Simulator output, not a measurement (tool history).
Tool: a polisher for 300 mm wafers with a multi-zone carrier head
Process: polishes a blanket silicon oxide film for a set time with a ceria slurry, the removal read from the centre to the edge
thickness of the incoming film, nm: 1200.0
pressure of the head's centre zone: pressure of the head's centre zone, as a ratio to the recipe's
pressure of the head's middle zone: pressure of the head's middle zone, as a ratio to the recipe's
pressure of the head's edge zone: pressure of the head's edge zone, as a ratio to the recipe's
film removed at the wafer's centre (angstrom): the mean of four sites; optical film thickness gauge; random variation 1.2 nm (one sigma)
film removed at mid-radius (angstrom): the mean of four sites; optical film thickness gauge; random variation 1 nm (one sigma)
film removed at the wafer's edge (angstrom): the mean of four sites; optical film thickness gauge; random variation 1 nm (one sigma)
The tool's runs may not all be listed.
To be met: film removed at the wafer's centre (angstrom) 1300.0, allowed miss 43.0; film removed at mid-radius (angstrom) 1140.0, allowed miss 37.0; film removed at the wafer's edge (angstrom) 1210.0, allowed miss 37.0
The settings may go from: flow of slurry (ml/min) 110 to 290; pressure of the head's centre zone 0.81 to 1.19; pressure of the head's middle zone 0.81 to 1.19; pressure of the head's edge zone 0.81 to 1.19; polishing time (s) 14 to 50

run  hour  flow of slurry (ml/min)  pressure of the head's centre zone  pressure of the head's middle zone  pressure of the head's edge zone  polishing time (s)  film removed at the wafer's centre (angstrom)  film removed at mid-radius (angstrom)  film removed at the wafer's edge (angstrom)
  1   0.0                      185                                1.00                                1.00                              1.00                  32                                         1442.0                                 1505.4                                       1399.6
  2   8.1                      175                                1.00                                0.96                              0.98                  32                                         1414.8                                 1456.0                                       1381.7
  3  12.1                      175                                1.00                                0.96                              0.98                  39                                         1718.2                                 1780.6                                       1701.0
  4  12.8                      175                                1.08                                0.96                              0.98                  39                                         1853.9                                 1732.2                                       1688.4
  5  20.3                      165                                1.08                                0.93                              0.97                  37                                         1739.1                                 1611.3                                       1578.2
  6  24.1                      165                                1.08                                0.93                              0.90                  37                                         1741.5                                 1593.2                                       1529.0
  7  27.2                      160                                1.07                                0.91                              0.91                  35                                         1610.5                                 1490.2                                       1456.0
  8  31.6                      155                                1.07                                0.89                              0.91                  34                                         1543.6                                 1400.5                                       1409.8
  9  38.9                      150                                1.07                                0.88                              0.90                  33                                         1506.3                                 1358.9                                       1359.6
 10  41.1                      145                                1.07                                0.87                              0.90                  32                                         1459.2                                 1274.0                                       1287.0

4 next moves are on the table. One of them brings every result within its allowed miss. Which?
  A  43.3                      180                                0.84                                0.88                              1.05                  32                                              ?                                      ?                                            ?
  B  43.3                      110                                1.04                                0.82                              0.85                  32                                              ?                                      ?                                            ?
  C  43.3                      175                                1.10                                1.06                              0.88                  32                                              ?                                      ?                                            ?
  D  43.3                      135                                0.87                                0.90                              0.89                  33                                              ?                                      ?                                            ?

move  film removed at the wafer's centre (angstrom)  film removed at mid-radius (angstrom)  film removed at the wafer's edge (angstrom)
   A                                         1244.1                                 1362.2                                       1440.8
   B                                         1298.3                                 1145.8                                       1200.4
   C                                         1552.0                                 1565.3                                       1317.3
   D                                         1233.3                                 1345.1                                       1314.7
A: takes the result that was furthest off past its target
B: meets every target
C: further off than the last run
D: takes the result that was furthest off past its target
Answer: B
